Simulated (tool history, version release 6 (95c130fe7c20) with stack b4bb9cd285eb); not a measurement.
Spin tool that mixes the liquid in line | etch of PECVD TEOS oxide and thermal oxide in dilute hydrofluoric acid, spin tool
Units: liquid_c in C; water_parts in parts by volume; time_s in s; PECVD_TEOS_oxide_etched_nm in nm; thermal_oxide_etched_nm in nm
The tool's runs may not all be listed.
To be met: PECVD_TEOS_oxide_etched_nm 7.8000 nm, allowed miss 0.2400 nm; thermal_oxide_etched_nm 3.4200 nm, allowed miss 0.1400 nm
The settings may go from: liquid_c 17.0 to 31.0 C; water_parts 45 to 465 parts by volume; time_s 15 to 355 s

run    day  liquid_c  water_parts  time_s  PECVD_TEOS_oxide_etched_nm  thermal_oxide_etched_nm
  1  0.000      23.0          255     180                      6.2365                   2.6837
  2  0.371      20.0          255     180                      5.5204                   2.4037
  3  0.583      22.5          255     180                      6.1598                   2.7219
  4  0.758      22.5          295     180                      5.1210                   2.2306
  5  0.804      25.0          290     180                      5.6577                   2.4547
  6  0.833      27.5          290     180                      6.1439                   2.7302
  7  1.204      28.5          280     180                      6.6446                   2.9425
  8  1.412      28.5          280     180                      6.6549                   2.9108
  9  1.454      29.5          275     180                      7.1119                   3.0967
 10  1.767      30.0          270     180                      7.4254                   3.2707
 11  2.112      30.5          270     180                      7.3812                   3.2446

Which of these 4 next moves meets every target?
  A  2.458      31.0          465     355                           ?                        ?
  B  2.458      21.5          100      70                           ?                        ?
  C  2.458      31.0          270     185                           ?                        ?
  D  2.458      27.0          210     130                           ?                        ?

move  PECVD_TEOS_oxide_etched_nm  thermal_oxide_etched_nm
   A                      7.0447                   3.1509
   B                      6.8236                   3.0521
   C                      7.7621                   3.4718
   D                      6.5581                   2.9333
A: further off than the last run
B: further off than the last run
C: meets every target
D: further off than the last run
Move C is the one to make.

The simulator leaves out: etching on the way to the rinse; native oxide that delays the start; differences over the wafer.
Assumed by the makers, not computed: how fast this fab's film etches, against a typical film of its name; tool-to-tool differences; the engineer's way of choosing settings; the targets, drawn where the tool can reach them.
